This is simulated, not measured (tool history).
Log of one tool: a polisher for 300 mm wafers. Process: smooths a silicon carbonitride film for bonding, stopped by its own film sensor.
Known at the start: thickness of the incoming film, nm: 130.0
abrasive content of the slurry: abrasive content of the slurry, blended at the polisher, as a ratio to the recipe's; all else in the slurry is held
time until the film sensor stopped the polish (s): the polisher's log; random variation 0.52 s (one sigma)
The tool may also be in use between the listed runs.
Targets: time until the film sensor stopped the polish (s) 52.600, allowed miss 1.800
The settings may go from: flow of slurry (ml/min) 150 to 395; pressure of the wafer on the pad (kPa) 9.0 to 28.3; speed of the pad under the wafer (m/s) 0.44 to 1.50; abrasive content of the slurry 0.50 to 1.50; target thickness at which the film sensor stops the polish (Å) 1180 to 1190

run	hour	flow of slurry (ml/min)	pressure of the wafer on the pad (kPa)	speed of the pad under the wafer (m/s)	abrasive content of the slurry	target thickness at which the film sensor stops the polish (Å)	time until the film sensor stopped the polish (s)
1	0.0	250	18.6	0.96	1.00	1180	34.017
2	8.7	250	18.6	0.96	1.00	1190	31.851
3	12.5	250	18.6	0.82	1.00	1190	34.550
4	18.1	250	18.6	1.02	1.00	1190	30.515
5	19.9	250	15.9	1.02	1.00	1190	34.215
6	20.4	205	15.9	1.02	1.00	1190	35.249
7	27.9	205	13.8	0.98	1.00	1190	39.954
8	30.4	205	12.4	0.96	1.00	1190	43.168
9	31.0	205	11.7	0.94	1.00	1190	45.643
10	37.5	205	11.0	0.94	1.00	1190	47.837
11	38.4	205	10.3	0.94	1.00	1190	49.487

Which of these 4 next moves meets every target?
A	39.3	170	11.0	0.90	0.90	1190	?
B	39.3	245	9.7	0.88	1.00	1180	?
C	39.3	250	12.4	0.90	0.95	1180	?
D	39.3	190	11.7	0.86	1.10	1190	?

move	time until the film sensor stopped the polish (s)
A	51.729
B	55.803
C	48.017
D	45.415
A: meets every target
B: takes the result that was furthest off past its target
C: further off than the last run
D: further off than the last run
Answer: A
